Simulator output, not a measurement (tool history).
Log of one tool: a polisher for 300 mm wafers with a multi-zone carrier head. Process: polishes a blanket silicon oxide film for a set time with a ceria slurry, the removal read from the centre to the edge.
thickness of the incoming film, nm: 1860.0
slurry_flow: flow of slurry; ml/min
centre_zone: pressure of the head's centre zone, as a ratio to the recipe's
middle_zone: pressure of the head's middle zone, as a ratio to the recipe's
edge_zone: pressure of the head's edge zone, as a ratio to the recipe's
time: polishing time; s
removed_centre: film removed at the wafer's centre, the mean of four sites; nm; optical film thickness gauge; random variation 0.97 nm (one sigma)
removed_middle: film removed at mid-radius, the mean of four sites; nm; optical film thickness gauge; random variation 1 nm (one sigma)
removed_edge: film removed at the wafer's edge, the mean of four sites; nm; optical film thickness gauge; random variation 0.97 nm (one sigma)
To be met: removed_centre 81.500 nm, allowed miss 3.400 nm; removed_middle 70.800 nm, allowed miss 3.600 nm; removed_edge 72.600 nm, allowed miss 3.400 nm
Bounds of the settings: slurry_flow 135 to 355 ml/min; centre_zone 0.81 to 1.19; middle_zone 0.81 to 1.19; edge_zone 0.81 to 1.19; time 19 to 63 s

run    day  slurry_flow  centre_zone  middle_zone  edge_zone  time  removed_centre  removed_middle  removed_edge
  1  0.000          225         1.00         1.00       1.00    41         114.720         116.280       113.950
  2  0.362          200         1.00         1.00       1.00    41         113.140         112.680       111.200
  3  0.633          200         0.93         1.00       1.00    41         107.190         114.650       113.180
  4  0.846          200         0.90         1.00       1.00    41         103.550         112.160       110.820
  5  1.217          195         0.93         0.97       0.97    38          98.541         101.700       101.590
  6  1.354          195         0.93         0.97       1.03    38          99.651         102.050       105.000
  7  1.517          190         0.95         0.95       1.00    36          94.153          94.264        95.488
  8  1.862          185         0.96         0.93       0.98    35          92.879          89.828        94.047
  9  2.096          220         1.06         0.96       0.93    24          69.443          65.221        65.343
 10  2.308          220         1.08         0.96       0.95    25          74.595          66.247        68.019
 11  2.521          220         1.09         0.97       0.96    25          76.027          67.309        68.710
 12  2.692          220         1.09         0.98       0.97    25          75.757          69.963        67.984

4 next moves are on the table. One of them brings every result within its allowed miss. Which?
  A  2.862          190         1.17         0.87       1.03    26               ?               ?             ?
  B  2.862          160         1.14         0.97       1.03    25               ?               ?             ?
  C  2.862          225         1.12         1.05       0.99    24               ?               ?             ?
  D  2.862          235         1.15         0.97       1.02    26               ?               ?             ?

move  removed_centre  removed_middle  removed_edge
   A          80.961          63.607        71.806
   B          73.533          64.804        67.326
   C          74.438          70.587        66.306
   D          82.853          71.929        73.144
A: brings the result that was furthest off to its target, and leaves another outside
B: further off than the last run
C: further off than the last run
D: meets every target
The right move is D.

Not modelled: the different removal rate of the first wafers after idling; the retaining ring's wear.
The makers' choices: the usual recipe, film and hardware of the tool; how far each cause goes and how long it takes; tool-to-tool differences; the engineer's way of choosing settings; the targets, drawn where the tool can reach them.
